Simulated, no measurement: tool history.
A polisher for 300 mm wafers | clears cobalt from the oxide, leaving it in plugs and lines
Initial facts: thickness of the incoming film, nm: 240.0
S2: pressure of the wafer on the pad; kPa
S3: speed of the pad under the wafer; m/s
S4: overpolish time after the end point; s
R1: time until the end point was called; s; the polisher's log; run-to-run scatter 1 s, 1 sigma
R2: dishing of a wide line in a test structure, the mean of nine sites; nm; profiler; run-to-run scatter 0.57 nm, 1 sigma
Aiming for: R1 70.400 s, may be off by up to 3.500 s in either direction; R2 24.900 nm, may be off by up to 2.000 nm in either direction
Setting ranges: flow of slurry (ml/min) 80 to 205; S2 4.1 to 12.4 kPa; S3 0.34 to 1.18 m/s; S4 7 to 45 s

run 1 day=0.000 | flow_of_slurry_(ml/min)=135 S2=8.3 S3=0.76 S4=23 | R1=110.510 R2=22.817
run 2 day=0.317 | flow_of_slurry_(ml/min)=135 S2=9.0 S3=0.76 S4=22 | R1=104.540 R2=22.527
run 3 day=0.592 | flow_of_slurry_(ml/min)=135 S2=9.7 S3=0.78 S4=22 | R1=95.023 R2=23.845
run 4 day=0.908 | flow_of_slurry_(ml/min)=135 S2=8.3 S3=0.78 S4=22 | R1=109.960 R2=21.991
run 5 day=0.954 | flow_of_slurry_(ml/min)=135 S2=9.7 S3=0.80 S4=21 | R1=94.550 R2=22.926
run 6 day=0.983 | flow_of_slurry_(ml/min)=135 S2=9.7 S3=0.70 S4=21 | R1=107.440 R2=21.575
run 7 day=1.108 | flow_of_slurry_(ml/min)=140 S2=10.3 S3=0.74 S4=21 | R1=92.126 R2=22.532
run 8 day=1.396 | flow_of_slurry_(ml/min)=145 S2=11.0 S3=0.74 S4=22 | R1=86.337 R2=23.071
run 9 day=1.742 | flow_of_slurry_(ml/min)=145 S2=11.7 S3=0.76 S4=23 | R1=79.654 R2=22.704
run 10 day=1.983 | flow_of_slurry_(ml/min)=145 S2=11.7 S3=0.78 S4=25 | R1=76.405 R2=24.643

Of the 4 settings listed for the next run, only one would bring every result within its allowed miss of target. Which one?
run A day=2.225 | flow_of_slurry_(ml/min)=135 S2=11.7 S3=1.00 S4=12 | R1=? R2=?
run B day=2.225 | flow_of_slurry_(ml/min)=185 S2=11.7 S3=0.90 S4=13 | R1=? R2=?
run C day=2.225 | flow_of_slurry_(ml/min)=165 S2=11.0 S3=0.98 S4=11 | R1=? R2=?
run D day=2.225 | flow_of_slurry_(ml/min)=150 S2=11.7 S3=0.86 S4=23 | R1=? R2=?

move=A R1=63.502 R2=20.663
move=B R1=66.465 R2=20.922
move=C R1=66.165 R2=19.761
move=D R1=71.896 R2=23.329
A: moves the result that the last run missed by most past its target, out the other side
B: moves the result that the last run missed by most past its target, out the other side
C: moves the result that the last run missed by most past its target, out the other side
D: in spec on every target
D is the move that brings every result within its allowed miss.
